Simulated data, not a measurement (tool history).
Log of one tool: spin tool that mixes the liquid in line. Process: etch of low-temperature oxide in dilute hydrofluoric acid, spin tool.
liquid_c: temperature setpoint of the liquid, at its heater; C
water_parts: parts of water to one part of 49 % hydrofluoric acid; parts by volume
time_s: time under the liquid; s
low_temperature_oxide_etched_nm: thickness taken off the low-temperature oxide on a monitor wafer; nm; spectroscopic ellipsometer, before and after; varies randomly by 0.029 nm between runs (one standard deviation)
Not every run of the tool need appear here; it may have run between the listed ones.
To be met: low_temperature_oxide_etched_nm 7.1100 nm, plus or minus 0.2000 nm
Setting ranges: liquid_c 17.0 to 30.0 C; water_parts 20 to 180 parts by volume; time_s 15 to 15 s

run	hour	liquid_c	water_parts	time_s	low_temperature_oxide_etched_nm
1	0.0	22.0	100	15	5.2933
2	8.8	18.5	100	15	4.5966
3	10.4	21.0	100	15	5.0969
4	18.4	21.0	120	15	4.1471
5	27.2	21.0	85	15	6.0738
6	34.1	21.0	85	15	6.1038
7	38.0	22.0	85	15	6.2999
8	39.6	22.5	85	15	6.4874
9	43.7	23.0	85	15	6.6256
10	47.1	23.5	85	15	6.7547
11	53.8	23.5	85	15	6.7708
12	58.1	24.0	85	15	6.8477
13	59.2	24.0	85	15	6.8659
14	62.8	24.0	85	15	6.9013

Which one of the following 4 next-run settings gets every result inside its allowed miss? There is exactly one.
A	66.4	21.5	75	15	?
B	66.4	21.5	80	15	?
C	66.4	23.5	75	15	?
D	66.4	24.5	90	15	?

move	low_temperature_oxide_etched_nm
A	7.1829
B	6.6937
C	7.7948
D	6.6348
A: in spec on every target
B: moves away from the targets compared with the last run
C: takes the result that was furthest off past its target
D: moves away from the targets compared with the last run
Move A is the one to make.
